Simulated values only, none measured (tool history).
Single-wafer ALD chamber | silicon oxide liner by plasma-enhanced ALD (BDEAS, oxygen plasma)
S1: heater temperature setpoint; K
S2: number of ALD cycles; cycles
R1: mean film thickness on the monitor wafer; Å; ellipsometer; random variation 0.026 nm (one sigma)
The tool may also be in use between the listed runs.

run    day      S1  S2      R1
  1      0  598.15  66  59.425
  2  0.096  598.15  75  67.313
  3  0.338  599.15  72  64.672
  4  0.442  599.15  69  61.375
  5  0.662  601.15  67  60.074
  6  0.892  601.15  65  57.687
     0.954  -- thermocouple changed; heater temperature recalibrated
  7  0.954  601.15  65  57.696

Run 8 comes next. What will it give?
  8  1.05  603.15  56   ?

R1: 49.144 Å

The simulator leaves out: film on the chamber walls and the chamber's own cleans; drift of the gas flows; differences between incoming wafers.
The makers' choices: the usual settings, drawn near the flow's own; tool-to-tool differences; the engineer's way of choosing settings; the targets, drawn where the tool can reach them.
